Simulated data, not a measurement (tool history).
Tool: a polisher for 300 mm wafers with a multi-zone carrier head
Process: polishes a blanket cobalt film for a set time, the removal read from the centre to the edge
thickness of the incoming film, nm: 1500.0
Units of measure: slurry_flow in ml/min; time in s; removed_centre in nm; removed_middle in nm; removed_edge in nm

run    day  slurry_flow  centre_zone  middle_zone  edge_zone  time  removed_centre  removed_middle  removed_edge
  1      0          165            1            1          1    62          272.07          278.39        268.09
  2  0.088          155         0.99         0.96          1    59          258.43           254.8        251.77
  3  0.304          145         0.97         0.93       1.01    56          235.35          230.36        243.47
  4  0.342          145         0.97         0.93       1.01    66          282.94          272.81        284.67
  5  0.438          145         0.97         0.93       1.01    51          215.94          213.32        219.17
  6  0.746          145         0.97         0.97       1.01    51          214.86          221.11        217.03
  7  1.046          140         0.96         0.94          1    50          211.38          209.15        211.63
  8  1.262          135         0.94         0.92          1    50           205.5          204.47        211.96
  9  1.379          130         0.93          0.9       0.99    50          199.17           198.9        210.25

Expected results for the next run?
 10  1.45          125         0.93         0.88       0.98    50               ?               ?             ?

Run 10 produced removed_centre 198.42 nm, removed_middle 196.3 nm, removed_edge 213.32 nm.

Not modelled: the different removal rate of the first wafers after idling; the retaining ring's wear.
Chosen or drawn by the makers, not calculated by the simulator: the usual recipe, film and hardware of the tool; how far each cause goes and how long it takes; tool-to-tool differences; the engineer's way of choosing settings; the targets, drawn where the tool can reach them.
